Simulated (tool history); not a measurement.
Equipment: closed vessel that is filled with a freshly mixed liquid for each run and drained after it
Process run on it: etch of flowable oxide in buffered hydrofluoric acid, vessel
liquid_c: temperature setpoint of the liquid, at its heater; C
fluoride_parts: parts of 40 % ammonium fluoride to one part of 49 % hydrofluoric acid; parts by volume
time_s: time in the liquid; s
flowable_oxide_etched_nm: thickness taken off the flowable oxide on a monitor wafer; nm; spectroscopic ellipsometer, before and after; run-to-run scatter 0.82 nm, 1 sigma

| run | hour | liquid_c | fluoride_parts | time_s | flowable_oxide_etched_nm |
|---|---|---|---|---|---|
| 1 | 0 | 21 | 12.5 | 100 | 125.01 |
| 2 | 1 | 22 | 12.5 | 100 | 130.89 |
| 3 | 10.2 | 24 | 12.5 | 100 | 147.77 |
| 4 | 14.3 | 24.5 | 12.5 | 100 | 151.17 |
| 5 | 20.7 | 21.5 | 12.5 | 100 | 127.83 |
| 6 | 27.9 | 24 | 12.5 | 100 | 148.86 |
| 7 | 30.6 | 24.5 | 12.5 | 100 | 152.56 |
| 8 | 36.6 | 25 | 12.5 | 100 | 155.97 |
| 9 | 41.4 | 25 | 12.5 | 100 | 154.79 |

Forecast run 10:
| 10 | 45 | 25.5 | 12.5 | 100 | ? |

flowable_oxide_etched_nm: 158.42 nm
